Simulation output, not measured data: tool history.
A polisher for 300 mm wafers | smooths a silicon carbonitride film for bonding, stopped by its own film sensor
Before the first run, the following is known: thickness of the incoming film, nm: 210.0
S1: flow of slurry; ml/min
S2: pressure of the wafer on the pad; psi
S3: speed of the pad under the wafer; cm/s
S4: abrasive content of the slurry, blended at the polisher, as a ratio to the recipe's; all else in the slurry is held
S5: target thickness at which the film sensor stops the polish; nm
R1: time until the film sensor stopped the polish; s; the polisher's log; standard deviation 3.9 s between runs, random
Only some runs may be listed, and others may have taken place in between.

{"run": 1, "day": 0.0, "S1": 265, "S2": 2.5, "S3": 102, "S4": 1, "S5": 168, "R1": 131.36}
{"run": 2, "day": 0.333, "S1": 265, "S2": 2.5, "S3": 102, "S4": 0.85, "S5": 168, "R1": 145.47}
{"run": 3, "day": 0.542, "S1": 265, "S2": 2.5, "S3": 102, "S4": 1, "S5": 168, "R1": 130.47}
{"run": 4, "day": 0.779, "S1": 200, "S2": 2.5, "S3": 102, "S4": 1, "S5": 168, "R1": 133.45}
{"run": 5, "day": 1.058, "S1": 200, "S2": 2.5, "S3": 102, "S4": 1, "S5": 168, "R1": 137.02}
{"run": 6, "day": 1.417, "S1": 200, "S2": 2.4, "S3": 102, "S4": 1, "S5": 168, "R1": 148.28}
{"run": 7, "day": 1.538, "S1": 200, "S2": 2.3, "S3": 102, "S4": 1, "S5": 168, "R1": 146.99}
{"run": 8, "day": 1.708, "S1": 200, "S2": 2.2, "S3": 102, "S4": 1, "S5": 168, "R1": 158.76}

What will run 9 give?
{"run": 9, "day": 1.746, "S1": 200, "S2": 2, "S3": 100, "S4": 1, "S5": 168, "R1": "?"}

Run 9 yielded R1 182.41 s.

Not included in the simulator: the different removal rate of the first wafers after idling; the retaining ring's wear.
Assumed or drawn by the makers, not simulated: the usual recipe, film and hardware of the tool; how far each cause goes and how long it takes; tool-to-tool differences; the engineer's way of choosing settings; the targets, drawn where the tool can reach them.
